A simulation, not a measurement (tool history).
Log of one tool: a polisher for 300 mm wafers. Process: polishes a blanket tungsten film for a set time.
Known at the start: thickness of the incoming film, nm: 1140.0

run  hour  flow of slurry (ml/min)  pressure of the wafer on the pad (psi)  speed of the pad under the wafer (cm/s)  abrasive content of the slurry  polishing time (s)  film removed (Å)
  1   0.0                      250                                     2.7                                       96                             1.0                  93            2917.4
  2   6.1                      250                                     2.6                                       96                             1.0                  93            2881.0
  3   7.2                      250                                     2.5                                       96                             1.0                  93            2821.6
  4   8.4                      195                                     2.5                                       96                             1.0                  93            2665.6
  5  13.8                      195                                     2.5                                       76                             1.0                  93            2197.5
  6  22.7                      195                                     2.1                                       76                             1.0                  93            1991.4
  7  25.4                      210                                     2.3                                       76                             1.0                  93            2112.9

The next listed run, before its measurement:
  8  26.7                      225                                     2.4                                       76                             1.0                  93                 ?

film removed (Å): 2209.6
